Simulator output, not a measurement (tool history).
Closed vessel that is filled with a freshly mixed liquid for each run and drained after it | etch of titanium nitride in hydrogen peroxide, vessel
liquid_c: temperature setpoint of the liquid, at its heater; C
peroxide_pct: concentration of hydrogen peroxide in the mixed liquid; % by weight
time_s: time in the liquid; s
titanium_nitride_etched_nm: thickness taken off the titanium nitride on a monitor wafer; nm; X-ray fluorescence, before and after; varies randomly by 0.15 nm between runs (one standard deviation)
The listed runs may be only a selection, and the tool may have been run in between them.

run 1 hour=0 | liquid_c=57 peroxide_pct=17.5 time_s=600 | titanium_nitride_etched_nm=52.8
run 2 hour=8.5 | liquid_c=50 peroxide_pct=17.5 time_s=600 | titanium_nitride_etched_nm=32.171
run 3 hour=9.6 | liquid_c=50 peroxide_pct=17.5 time_s=600 | titanium_nitride_etched_nm=31.86
run 4 hour=11.1 | liquid_c=44.5 peroxide_pct=17.5 time_s=600 | titanium_nitride_etched_nm=21.392
run 5 hour=12.6 | liquid_c=49 peroxide_pct=17.5 time_s=600 | titanium_nitride_etched_nm=30.081
run 6 hour=17.9 | liquid_c=49 peroxide_pct=20 time_s=600 | titanium_nitride_etched_nm=30.575
run 7 hour=19.8 | liquid_c=48.5 peroxide_pct=20 time_s=600 | titanium_nitride_etched_nm=29.32
run 8 hour=22.9 | liquid_c=48 peroxide_pct=20 time_s=600 | titanium_nitride_etched_nm=28.582
run 9 hour=28.6 | liquid_c=47.5 peroxide_pct=20 time_s=600 | titanium_nitride_etched_nm=27.428
run 10 hour=30.3 | liquid_c=47 peroxide_pct=20 time_s=600 | titanium_nitride_etched_nm=26.649

What will run 11 give?
run 11 hour=37.9 | liquid_c=46.5 peroxide_pct=20 time_s=600 | titanium_nitride_etched_nm=?

titanium_nitride_etched_nm: 25.536 nm
